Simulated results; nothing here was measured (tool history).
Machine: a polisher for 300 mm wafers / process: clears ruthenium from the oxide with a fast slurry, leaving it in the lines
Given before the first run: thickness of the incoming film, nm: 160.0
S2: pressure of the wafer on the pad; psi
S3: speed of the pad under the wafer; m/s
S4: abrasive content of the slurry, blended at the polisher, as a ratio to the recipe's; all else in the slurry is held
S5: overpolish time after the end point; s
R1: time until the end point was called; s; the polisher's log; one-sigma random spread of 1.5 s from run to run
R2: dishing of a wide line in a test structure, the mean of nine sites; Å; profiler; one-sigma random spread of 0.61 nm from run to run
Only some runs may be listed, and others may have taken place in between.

{"run": 1, "hour": 0.0, "flow of slurry (ml/min)": 210, "S2": 2.2, "S3": 0.86, "S4": 1.0, "S5": 14, "R1": 63.665, "R2": 289.55}
{"run": 2, "hour": 4.4, "flow of slurry (ml/min)": 210, "S2": 2.0, "S3": 0.86, "S4": 1.0, "S5": 14, "R1": 67.178, "R2": 272.39}
{"run": 3, "hour": 9.6, "flow of slurry (ml/min)": 170, "S2": 2.0, "S3": 0.86, "S4": 1.0, "S5": 14, "R1": 70.774, "R2": 273.09}
{"run": 4, "hour": 12.0, "flow of slurry (ml/min)": 170, "S2": 2.0, "S3": 0.86, "S4": 0.9, "S5": 14, "R1": 72.777, "R2": 257.3}
{"run": 5, "hour": 16.9, "flow of slurry (ml/min)": 170, "S2": 2.0, "S3": 0.86, "S4": 0.7, "S5": 14, "R1": 80.315, "R2": 231.88}
{"run": 6, "hour": 21.3, "flow of slurry (ml/min)": 170, "S2": 2.0, "S3": 0.86, "S4": 0.7, "S5": 19, "R1": 82.175, "R2": 307.46}
{"run": 7, "hour": 23.8, "flow of slurry (ml/min)": 170, "S2": 2.0, "S3": 0.86, "S4": 0.7, "S5": 20, "R1": 81.985, "R2": 322.57}

Run 8, settings as shown, results not yet in. Your forecast:
{"hour": 32.4, "done": "worn pad replaced by a new one"}
{"run": 8, "hour": 32.4, "flow of slurry (ml/min)": 170, "S2": 2.0, "S3": 0.86, "S4": 0.7, "S5": 21, "R1": "?", "R2": "?"}

Run 8 measured R1 78.676 s, R2 361.19 Å.

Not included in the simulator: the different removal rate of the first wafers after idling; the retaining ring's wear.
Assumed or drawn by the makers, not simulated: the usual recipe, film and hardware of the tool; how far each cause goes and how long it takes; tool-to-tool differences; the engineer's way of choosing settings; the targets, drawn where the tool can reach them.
